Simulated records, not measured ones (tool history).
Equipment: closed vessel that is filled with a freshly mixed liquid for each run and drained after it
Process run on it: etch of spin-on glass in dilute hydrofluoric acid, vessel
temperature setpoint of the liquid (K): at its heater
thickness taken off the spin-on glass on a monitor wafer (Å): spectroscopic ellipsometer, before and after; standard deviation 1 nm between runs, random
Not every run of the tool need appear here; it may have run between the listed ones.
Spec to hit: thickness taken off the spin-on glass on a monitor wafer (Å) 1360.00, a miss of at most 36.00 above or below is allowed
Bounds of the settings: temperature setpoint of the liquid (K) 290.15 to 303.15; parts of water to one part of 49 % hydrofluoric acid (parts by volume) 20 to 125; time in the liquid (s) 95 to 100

| run | hour | temperature setpoint of the liquid (K) | parts of water to one part of 49 % hydrofluoric acid (parts by volume) | time in the liquid (s) | thickness taken off the spin-on glass on a monitor wafer (Å) |
|---|---|---|---|---|---|
| 1 | 0.0 | 295.15 | 70 | 95 | 726.68 |
| 2 | 2.1 | 295.15 | 70 | 100 | 763.10 |
| 3 | 8.8 | 295.15 | 50 | 100 | 1102.00 |
| 4 | 13.2 | 296.15 | 50 | 100 | 1145.50 |
| 5 | 21.3 | 296.65 | 50 | 100 | 1165.20 |
| 6 | 22.0 | 296.65 | 50 | 100 | 1169.70 |
| 7 | 26.5 | 297.15 | 50 | 100 | 1185.90 |
| 8 | 31.2 | 297.65 | 50 | 100 | 1206.40 |
| 9 | 33.7 | 298.15 | 50 | 100 | 1234.80 |
| 10 | 40.1 | 298.65 | 50 | 100 | 1282.20 |
| 11 | 44.1 | 299.15 | 50 | 100 | 1306.70 |
| 12 | 50.6 | 299.65 | 50 | 100 | 1329.00 |

Exercise: of the 4 proposed moves below, exactly one satisfies all targets within the stated allowed misses. Which move is it?
| A | 57.1 | 296.15 | 45 | 100 | ? |
| B | 57.1 | 297.15 | 45 | 95 | ? |
| C | 57.1 | 303.15 | 55 | 100 | ? |
| D | 57.1 | 301.65 | 55 | 100 | ? |

| move | thickness taken off the spin-on glass on a monitor wafer (Å) |
|---|---|
| A | 1270.40 |
| B | 1258.00 |
| C | 1359.30 |
| D | 1281.50 |
A: misses by more than the last run did
B: misses by more than the last run did
C: each result inside its tolerance
D: misses by more than the last run did
C meets every target.

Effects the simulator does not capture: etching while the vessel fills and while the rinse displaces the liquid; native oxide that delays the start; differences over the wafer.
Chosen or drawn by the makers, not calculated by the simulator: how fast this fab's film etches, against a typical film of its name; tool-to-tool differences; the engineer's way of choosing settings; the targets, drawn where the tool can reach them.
